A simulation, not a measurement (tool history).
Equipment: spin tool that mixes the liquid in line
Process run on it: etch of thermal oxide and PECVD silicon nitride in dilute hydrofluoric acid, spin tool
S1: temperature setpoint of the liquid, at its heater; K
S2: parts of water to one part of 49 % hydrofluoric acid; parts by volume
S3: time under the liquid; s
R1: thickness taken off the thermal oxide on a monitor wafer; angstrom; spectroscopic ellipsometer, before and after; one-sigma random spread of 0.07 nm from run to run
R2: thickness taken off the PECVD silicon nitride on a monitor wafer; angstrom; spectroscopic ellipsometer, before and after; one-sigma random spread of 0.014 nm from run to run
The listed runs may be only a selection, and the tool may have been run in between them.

run	hour	S1	S2	S3	R1	R2
1	0.0	298.15	90	180	121.35	36.191
2	1.6	297.65	95	180	112.66	33.260
3	3.7	297.65	75	180	143.99	41.629
4	5.2	299.65	75	180	157.72	47.789
5	6.2	299.15	85	180	135.93	40.779
6	11.1	302.15	85	180	150.38	49.713
7	12.3	301.15	90	180	135.74	43.964

Run 8 has not been measured yet. What should we expect?
8	13.0	301.15	90	180	?	?

{"run 8": {"R1": 133.15, "R2": 43.608}}

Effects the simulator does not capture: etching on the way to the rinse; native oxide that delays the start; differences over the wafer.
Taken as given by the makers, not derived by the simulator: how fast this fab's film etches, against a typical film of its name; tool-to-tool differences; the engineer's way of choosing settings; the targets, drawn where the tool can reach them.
